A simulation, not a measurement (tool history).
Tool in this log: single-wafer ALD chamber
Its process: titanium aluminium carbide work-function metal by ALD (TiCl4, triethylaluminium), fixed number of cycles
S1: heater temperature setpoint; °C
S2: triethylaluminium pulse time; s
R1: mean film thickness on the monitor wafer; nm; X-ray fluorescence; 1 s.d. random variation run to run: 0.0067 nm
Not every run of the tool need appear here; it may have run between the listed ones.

run	hour	S1	S2	R1
1	0	310	9.4	2.1787
2	1.9	307	8.89	2.1456
3	4.4	313	8.89	2.1821
4	11.1	322	8.89	2.2711
5	16.8	315	8.89	2.211
6	23.5	315	7.52	2.1463
7	29	313	7.15	2.1374

Run 8 comes next. What will it give?
8	37.8	310	6.73	?

Run 8 measured R1 2.094 nm.
